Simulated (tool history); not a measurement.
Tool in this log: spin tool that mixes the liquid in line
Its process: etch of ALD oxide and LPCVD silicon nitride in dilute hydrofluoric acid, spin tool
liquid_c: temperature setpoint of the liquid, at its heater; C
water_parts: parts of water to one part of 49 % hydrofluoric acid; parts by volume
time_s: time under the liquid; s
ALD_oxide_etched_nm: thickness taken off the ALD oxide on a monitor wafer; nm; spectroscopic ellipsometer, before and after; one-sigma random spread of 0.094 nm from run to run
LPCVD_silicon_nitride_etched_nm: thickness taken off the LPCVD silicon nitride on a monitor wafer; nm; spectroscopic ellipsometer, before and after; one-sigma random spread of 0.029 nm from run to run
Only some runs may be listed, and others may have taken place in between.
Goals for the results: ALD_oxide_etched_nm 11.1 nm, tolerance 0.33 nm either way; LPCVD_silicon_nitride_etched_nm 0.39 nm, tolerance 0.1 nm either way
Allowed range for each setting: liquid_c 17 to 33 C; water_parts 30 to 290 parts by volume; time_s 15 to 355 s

run  hour  liquid_c  water_parts  time_s  ALD_oxide_etched_nm  LPCVD_silicon_nitride_etched_nm
  1     0        25          160     180               16.794                          0.60286
  2   3.9        23          170     180               14.558                           0.4655
  3   9.9        23          125     180                20.44                          0.65798
  4  11.5      22.5          150     180               16.487                          0.53291
  5    13      21.5          160     180               14.595                          0.47196
  6    22      24.5          160     180               16.297                          0.56276
  7  25.3        23          170     180               14.446                          0.42494
  8  32.2        23          175     175               13.355                          0.54656
  9  32.7      21.5          175     175               12.671                          0.40913
 10    36        21          180     175                12.08                          0.37395
 11  39.1        21          185     175               11.583                          0.37831
     45.7  -- hydrofluoric acid flow meter replaced
 12  45.7        21          185     175               10.592                          0.37911
 13  47.2        21          185     175               10.521                          0.37241
 14  56.1      21.5          185     175               10.645                          0.34598

Below are 5 possible settings for the next run. Only one of them brings all results inside the allowed miss of their targets. Which is it?
  A    65      21.5          165     145                    ?                                ?
  B    65      32.5          175     100                    ?                                ?
  C    65        20          175     170                    ?                                ?
  D    65      23.5          145     125                    ?                                ?
  E    65      29.5          170     110                    ?                                ?

move  ALD_oxide_etched_nm  LPCVD_silicon_nitride_etched_nm
   A               10.114                          0.35177
   B               9.7133                          0.45386
   C               10.436                          0.35276
   D               10.957                          0.39234
   E               9.9693                          0.42953
A: its largest miss is bigger than the last run's
B: its largest miss is bigger than the last run's
C: its largest miss is bigger than the last run's
D: all results land within tolerance of their targets
E: its largest miss is bigger than the last run's
Correct choice: D, which meets every target
